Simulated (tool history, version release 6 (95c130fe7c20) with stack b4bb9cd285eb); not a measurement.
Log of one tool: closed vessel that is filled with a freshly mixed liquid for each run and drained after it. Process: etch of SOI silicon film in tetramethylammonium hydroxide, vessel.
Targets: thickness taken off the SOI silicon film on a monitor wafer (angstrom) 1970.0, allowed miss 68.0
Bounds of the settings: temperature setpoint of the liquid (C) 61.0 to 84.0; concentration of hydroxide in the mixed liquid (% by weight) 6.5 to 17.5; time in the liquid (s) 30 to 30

run,day,temperature setpoint of the liquid (C),concentration of hydroxide in the mixed liquid (% by weight),time in the liquid (s),thickness taken off the SOI silicon film on a monitor wafer (angstrom)
1,0.000,74.0,12.0,30,2775.9
2,0.100,73.0,12.0,30,2683.7
3,0.333,69.5,12.0,30,2134.3
4,0.517,69.0,12.0,30,2085.0
5,0.562,65.5,12.0,30,1676.4
6,0.696,66.0,12.0,30,1760.7
7,0.800,66.0,12.0,30,1768.3
8,1.088,66.5,12.0,30,1773.6

Which of these 4 next moves meets every target?
A,1.375,70.0,15.0,30,?
B,1.375,67.5,13.0,30,?
C,1.375,69.0,12.0,30,?
D,1.375,69.5,12.5,30,?

move,thickness taken off the SOI silicon film on a monitor wafer (angstrom)
A,2010.1
B,1864.4
C,2109.3
D,2135.6
A: meets every target
B: nearer than the last run, and not there yet
C: takes the result that was furthest off past its target
D: takes the result that was furthest off past its target
The right move is A.

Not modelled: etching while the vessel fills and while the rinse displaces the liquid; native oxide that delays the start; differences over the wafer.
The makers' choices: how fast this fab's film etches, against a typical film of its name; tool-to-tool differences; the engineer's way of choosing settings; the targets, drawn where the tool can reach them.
